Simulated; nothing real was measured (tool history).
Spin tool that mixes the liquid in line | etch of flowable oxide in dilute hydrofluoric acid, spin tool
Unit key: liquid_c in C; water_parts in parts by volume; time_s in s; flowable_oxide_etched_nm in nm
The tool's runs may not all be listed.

run	day	liquid_c	water_parts	time_s	flowable_oxide_etched_nm
1	0.000	26.0	85	70	20.492
2	0.054	28.5	85	70	22.705
3	0.367	28.5	75	70	26.223
4	0.467	29.5	70	70	29.179
5	0.838	26.5	70	70	26.014
6	0.979	26.5	70	70	26.137
7	1.150	28.0	65	70	30.028
8	1.421	29.0	65	70	31.339
9	1.483	33.0	55	70	43.589

Forecast run 10:
10	1.783	32.5	55	70	?

{"run 10": {"flowable_oxide_etched_nm": 42.968}}
